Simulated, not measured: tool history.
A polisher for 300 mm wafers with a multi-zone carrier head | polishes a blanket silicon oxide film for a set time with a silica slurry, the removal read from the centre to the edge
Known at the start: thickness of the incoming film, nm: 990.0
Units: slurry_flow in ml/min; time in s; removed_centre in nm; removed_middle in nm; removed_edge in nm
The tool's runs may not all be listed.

run    day  slurry_flow  centre_zone  middle_zone  edge_zone  slurry_solids  time  removed_centre  removed_middle  removed_edge
  1      0          180            1            1          1              1    70          159.95          163.44        159.15
  2  0.029          175            1            1          1              1    70          158.48          163.42        158.88
  3  0.154          175         0.94            1          1              1    70          151.21          161.71        157.86
  4  0.462          170         0.94            1          1              1    70           145.1           159.7        156.42
     0.704  -- worn pad replaced by a new one
  5  0.704          170         0.94            1          1            0.8    70           153.4          165.48        161.21
  6  1.012          165         0.94            1       0.99            0.8    70          153.59          165.86        163.69
  7  1.067          170         0.94            1       0.99           0.85    70          158.13          170.72        167.29
  8  1.338          165         0.95            1          1           0.85    70          156.11          168.72        169.77

Run 9 comes next. What will it give?
  9  1.617          170         0.94         0.99          1           0.85    70               ?               ?             ?

{"run 9": {"removed_centre": 157.02, "removed_middle": 168.33, "removed_edge": 168.3}}
